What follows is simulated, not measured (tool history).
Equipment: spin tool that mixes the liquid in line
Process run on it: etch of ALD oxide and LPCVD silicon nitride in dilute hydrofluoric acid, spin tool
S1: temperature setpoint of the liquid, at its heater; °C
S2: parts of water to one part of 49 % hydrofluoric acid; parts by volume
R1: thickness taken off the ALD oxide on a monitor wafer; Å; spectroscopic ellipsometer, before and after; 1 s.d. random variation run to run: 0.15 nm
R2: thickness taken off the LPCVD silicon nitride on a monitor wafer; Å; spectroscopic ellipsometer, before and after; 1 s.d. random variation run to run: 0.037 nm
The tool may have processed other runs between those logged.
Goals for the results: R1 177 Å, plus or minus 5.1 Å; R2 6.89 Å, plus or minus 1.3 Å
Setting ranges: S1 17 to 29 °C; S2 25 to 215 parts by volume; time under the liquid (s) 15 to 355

{"run": 1, "hour": 0.0, "S1": 21, "S2": 120, "time under the liquid (s)": 180, "R1": 140.19, "R2": 5.7096}
{"run": 2, "hour": 5.6, "S1": 21, "S2": 140, "time under the liquid (s)": 180, "R1": 117.84, "R2": 5.2155}
{"run": 3, "hour": 14.1, "S1": 21, "S2": 140, "time under the liquid (s)": 240, "R1": 156.61, "R2": 6.8412}
{"run": 4, "hour": 18.3, "S1": 21, "S2": 100, "time under the liquid (s)": 240, "R1": 229.91, "R2": 10.208}
{"run": 5, "hour": 23.2, "S1": 20, "S2": 100, "time under the liquid (s)": 240, "R1": 220.41, "R2": 8.771}
{"run": 6, "hour": 30.3, "S1": 20, "S2": 85, "time under the liquid (s)": 240, "R1": 264.77, "R2": 11.387}
{"run": 7, "hour": 31.3, "S1": 19.5, "S2": 90, "time under the liquid (s)": 240, "R1": 245.06, "R2": 9.4652}
{"run": 8, "hour": 35.7, "S1": 19.5, "S2": 100, "time under the liquid (s)": 240, "R1": 218.33, "R2": 8.9329}
{"run": 9, "hour": 44.6, "S1": 19, "S2": 105, "time under the liquid (s)": 240, "R1": 201.77, "R2": 8.5075}
{"run": 10, "hour": 50.0, "S1": 18.5, "S2": 105, "time under the liquid (s)": 240, "R1": 197.56, "R2": 8.7634}
{"run": 11, "hour": 54.9, "S1": 18.5, "S2": 110, "time under the liquid (s)": 235, "R1": 182.97, "R2": 6.8068}

Of the 5 settings listed for the next run, only one would bring every result within its allowed miss of target. Which one?
{"run": "A", "hour": 59.8, "S1": 18.5, "S2": 100, "time under the liquid (s)": 205, "R1": "?", "R2": "?"}
{"run": "B", "hour": 59.8, "S1": 24.5, "S2": 125, "time under the liquid (s)": 220, "R1": "?", "R2": "?"}
{"run": "C", "hour": 59.8, "S1": 25, "S2": 145, "time under the liquid (s)": 255, "R1": "?", "R2": "?"}
{"run": "D", "hour": 59.8, "S1": 17, "S2": 95, "time under the liquid (s)": 220, "R1": "?", "R2": "?"}
{"run": "E", "hour": 59.8, "S1": 20, "S2": 140, "time under the liquid (s)": 305, "R1": "?", "R2": "?"}

move=A R1=176.04 R2=6.8486
move=B R1=186.96 R2=8.8236
move=C R1=185.96 R2=9.1169
move=D R1=187.73 R2=6.9611
move=E R1=190.61 R2=8.1326
A: meets every target
B: further off than the last run
C: further off than the last run
D: further off than the last run
E: further off than the last run
The move that meets every target is A.
